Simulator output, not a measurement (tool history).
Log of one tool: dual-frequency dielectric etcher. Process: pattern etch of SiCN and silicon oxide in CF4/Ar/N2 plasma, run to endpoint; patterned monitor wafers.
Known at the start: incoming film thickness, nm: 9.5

run  hour  source power (kW)  bias power (kW)  Ar flow (sccm)  CF4 flow (sccm)  endpoint time (s)
  1     0               0.55            0.086             106               45              9.648
  2   4.4               0.46            0.086             106               45             11.017
  3  11.2               0.46            0.086             106               39             11.265
  4    16               0.38            0.086             106               39             12.673
  5  23.1               0.38            0.086             118               39              12.82
  6  24.2               0.38            0.086             118               43             12.633
  7  27.2               0.39            0.086             118               43             12.692

The next listed run, before its measurement:
  8  33.6                0.4            0.086             118               43                  ?

{"run 8": {"endpoint time (s)": 12.368}}

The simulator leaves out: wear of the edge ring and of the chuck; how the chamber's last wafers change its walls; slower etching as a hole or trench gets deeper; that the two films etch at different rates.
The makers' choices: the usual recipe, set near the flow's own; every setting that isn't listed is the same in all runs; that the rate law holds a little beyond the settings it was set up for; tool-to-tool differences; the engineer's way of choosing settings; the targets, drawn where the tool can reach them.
